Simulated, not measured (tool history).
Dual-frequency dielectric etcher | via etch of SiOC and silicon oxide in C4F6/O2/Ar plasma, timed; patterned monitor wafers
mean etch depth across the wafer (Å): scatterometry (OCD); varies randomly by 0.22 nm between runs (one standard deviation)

run  hour  source power (kW)  bias power (kW)  etch time (s)  mean etch depth across the wafer (Å)
  1   0.0              0.470            0.183             80                                981.65
  2   5.1              0.470            0.152             80                                930.18
  3   9.4              0.430            0.152             80                                900.90
  4  18.0              0.420            0.152             80                                892.55
  5  23.2              0.420            0.152             84                                936.59
  6  28.2              0.400            0.151             84                                923.38

Estimate the outcome of run 7 from the log above:
  7  34.7              0.380            0.150             84                                     ?

{"run 7": {"mean etch depth across the wafer (Å)": 900.3}}
